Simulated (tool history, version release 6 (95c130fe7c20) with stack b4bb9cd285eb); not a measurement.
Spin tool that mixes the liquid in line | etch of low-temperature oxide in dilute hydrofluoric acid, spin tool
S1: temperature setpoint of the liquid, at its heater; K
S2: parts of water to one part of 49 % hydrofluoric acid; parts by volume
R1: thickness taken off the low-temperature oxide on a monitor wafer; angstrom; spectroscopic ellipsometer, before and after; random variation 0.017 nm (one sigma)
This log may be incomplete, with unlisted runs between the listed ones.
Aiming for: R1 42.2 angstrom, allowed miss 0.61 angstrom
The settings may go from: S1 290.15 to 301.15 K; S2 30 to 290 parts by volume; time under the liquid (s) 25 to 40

run 1 hour=0 | S1=293.15 S2=160 time_under_the_liquid_(s)=40 | R1=52.777
run 2 hour=4.1 | S1=293.15 S2=160 time_under_the_liquid_(s)=25 | R1=32.905
run 3 hour=8 | S1=294.15 S2=160 time_under_the_liquid_(s)=25 | R1=34.293
run 4 hour=12.5 | S1=294.15 S2=195 time_under_the_liquid_(s)=25 | R1=27.363
-- hour=16.1 thermometer replaced
run 5 hour=16.1 | S1=294.15 S2=150 time_under_the_liquid_(s)=25 | R1=35.778
run 6 hour=23.2 | S1=293.65 S2=150 time_under_the_liquid_(s)=25 | R1=34.899
run 7 hour=31 | S1=293.65 S2=145 time_under_the_liquid_(s)=25 | R1=36.069
run 8 hour=31.5 | S1=293.65 S2=145 time_under_the_liquid_(s)=25 | R1=36.214

Which single option among these 4 for the next run brings every result within its allowed miss of target? Just one does.
run A hour=32 | S1=294.65 S2=135 time_under_the_liquid_(s)=25 | R1=?
run B hour=32 | S1=292.65 S2=225 time_under_the_liquid_(s)=35 | R1=?
run C hour=32 | S1=293.15 S2=135 time_under_the_liquid_(s)=25 | R1=?
run D hour=32 | S1=297.15 S2=190 time_under_the_liquid_(s)=35 | R1=?

move=A R1=40.598
move=B R1=28.789
move=C R1=38.241
move=D R1=41.859
A: closes in on the targets versus the last run, not all within tolerance yet
B: lands further from the targets than the last run did
C: closes in on the targets versus the last run, not all within tolerance yet
D: every result lands within tolerance
D meets every target.
